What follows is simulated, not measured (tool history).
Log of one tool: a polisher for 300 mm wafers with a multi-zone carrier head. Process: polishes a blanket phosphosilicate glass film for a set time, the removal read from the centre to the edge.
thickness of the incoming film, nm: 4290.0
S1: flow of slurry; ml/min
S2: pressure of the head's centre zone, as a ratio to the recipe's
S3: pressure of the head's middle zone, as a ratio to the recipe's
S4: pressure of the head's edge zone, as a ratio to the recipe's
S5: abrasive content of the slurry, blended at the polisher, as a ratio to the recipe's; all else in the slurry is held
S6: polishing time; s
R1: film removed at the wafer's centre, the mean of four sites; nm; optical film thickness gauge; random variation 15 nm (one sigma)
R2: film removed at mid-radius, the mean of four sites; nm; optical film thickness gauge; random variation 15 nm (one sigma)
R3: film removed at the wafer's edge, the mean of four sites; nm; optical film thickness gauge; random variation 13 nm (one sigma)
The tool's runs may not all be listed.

run  hour   S1    S2    S3    S4    S5  S6      R1      R2      R3
  1   0.0  305  1.00  1.00  1.00  1.00  78  594.93  595.55  594.01
  2   6.0  310  1.02  1.03  0.99  1.10  82  667.03  654.25  650.02
  3  14.6  310  0.98  1.03  0.99  1.10  82  639.23  666.27  653.07
  4  17.3  315  0.99  1.06  0.96  1.20  86  701.89  745.05  698.56
  5  23.9  320  1.01  1.08  0.95  1.25  89  758.96  824.71  742.80
  6  27.2  290  1.01  1.08  0.95  1.25  89  756.71  797.53  734.62
  7  33.9  300  1.03  1.10  0.96  1.30  91  810.32  836.55  766.97

Run 8 comes next. What will it give?
  8  40.0  310  1.04  1.12  0.95  1.35  93   ?   ?   ?

Run 8 gave R1 835.46 nm, R2 889.57 nm, R3 801.08 nm.
